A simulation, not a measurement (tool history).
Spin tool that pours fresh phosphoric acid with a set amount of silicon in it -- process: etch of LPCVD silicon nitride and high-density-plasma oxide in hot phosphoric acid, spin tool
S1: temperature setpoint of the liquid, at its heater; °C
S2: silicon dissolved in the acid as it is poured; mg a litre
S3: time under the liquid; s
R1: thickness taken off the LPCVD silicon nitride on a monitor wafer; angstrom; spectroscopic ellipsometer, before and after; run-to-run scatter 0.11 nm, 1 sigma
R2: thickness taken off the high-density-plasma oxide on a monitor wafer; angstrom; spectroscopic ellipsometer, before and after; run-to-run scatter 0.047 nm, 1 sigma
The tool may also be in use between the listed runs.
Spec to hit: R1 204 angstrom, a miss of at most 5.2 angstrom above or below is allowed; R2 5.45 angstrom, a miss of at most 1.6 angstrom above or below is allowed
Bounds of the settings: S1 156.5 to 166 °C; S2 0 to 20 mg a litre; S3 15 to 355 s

run 1 hour=0 | S1=161 S2=9 S3=180 | R1=149.52 R2=4.1791
run 2 hour=0.8 | S1=162 S2=10.5 S3=190 | R1=164.04 R2=4.7606
run 3 hour=6 | S1=162 S2=10.5 S3=230 | R1=196.38 R2=5.3642
run 4 hour=10.7 | S1=162 S2=10.5 S3=270 | R1=229.9 R2=7.2877
run 5 hour=19.3 | S1=161.5 S2=11 S3=270 | R1=228.17 R2=6.3874
run 6 hour=23.9 | S1=161 S2=10.5 S3=270 | R1=225.52 R2=5.7137
run 7 hour=26.7 | S1=161 S2=9.5 S3=265 | R1=219.76 R2=5.8944
run 8 hour=28.5 | S1=161 S2=9 S3=265 | R1=220.87 R2=5.7455
run 9 hour=29.7 | S1=161 S2=9 S3=260 | R1=215.42 R2=6.8306
run 10 hour=34.6 | S1=160.5 S2=9 S3=260 | R1=212.32 R2=4.6242

5 next moves are on the table. One of them brings every result within its allowed miss. Which?
run A hour=39.5 | S1=160 S2=8.5 S3=235 | R1=? R2=?
run B hour=39.5 | S1=160.5 S2=10.5 S3=265 | R1=? R2=?
run C hour=39.5 | S1=161 S2=13.5 S3=230 | R1=? R2=?
run D hour=39.5 | S1=158.5 S2=8.5 S3=265 | R1=? R2=?
run E hour=39.5 | S1=160 S2=10 S3=240 | R1=? R2=?

move=A R1=189.48 R2=4.3139
move=B R1=217.29 R2=4.8309
move=C R1=191.77 R2=4.0572
move=D R1=203.14 R2=4.3512
move=E R1=193.52 R2=4.2636
A: pushes the last run's worst result past its target
B: moves away from the targets compared with the last run
C: pushes the last run's worst result past its target
D: all results in spec
E: pushes the last run's worst result past its target
Answer: D
